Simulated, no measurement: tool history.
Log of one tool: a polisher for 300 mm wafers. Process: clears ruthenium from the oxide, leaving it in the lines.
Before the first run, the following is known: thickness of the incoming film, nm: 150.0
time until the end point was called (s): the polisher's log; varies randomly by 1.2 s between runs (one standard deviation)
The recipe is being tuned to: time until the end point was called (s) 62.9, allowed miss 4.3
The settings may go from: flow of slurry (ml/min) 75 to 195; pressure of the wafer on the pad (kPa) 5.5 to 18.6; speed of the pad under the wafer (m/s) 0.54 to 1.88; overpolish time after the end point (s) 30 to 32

run	hour	flow of slurry (ml/min)	pressure of the wafer on the pad (kPa)	speed of the pad under the wafer (m/s)	overpolish time after the end point (s)	time until the end point was called (s)
1	0	125	11.7	1.2	30	105.39
2	8.2	125	9.7	1.2	30	128.39
3	13.7	125	11.7	1.24	30	102.7
4	19.4	125	13.1	1.26	30	91.992
5	23.5	125	13.1	1.36	30	85.726
6	29.7	110	13.1	1.36	30	89.097
7	33.8	115	13.8	1.38	30	79.852
8	35.4	115	14.5	1.4	30	78.699
9	37.9	120	15.2	1.42	30	72.157
10	42.3	120	15.9	1.42	30	70.06

Which one of the following 4 next-run settings gets every result inside its allowed miss? There is exactly one.
A	46.7	115	15.9	1.32	30	?
B	46.7	80	15.9	1.56	30	?
C	46.7	185	18.6	1.22	30	?
D	46.7	135	13.1	1.4	30	?

move	time until the end point was called (s)
A	75.313
B	70.017
C	64.234
D	83.114
A: further off than the last run
B: about the same distance from the targets as the last run
C: meets every target
D: further off than the last run
C meets every target.
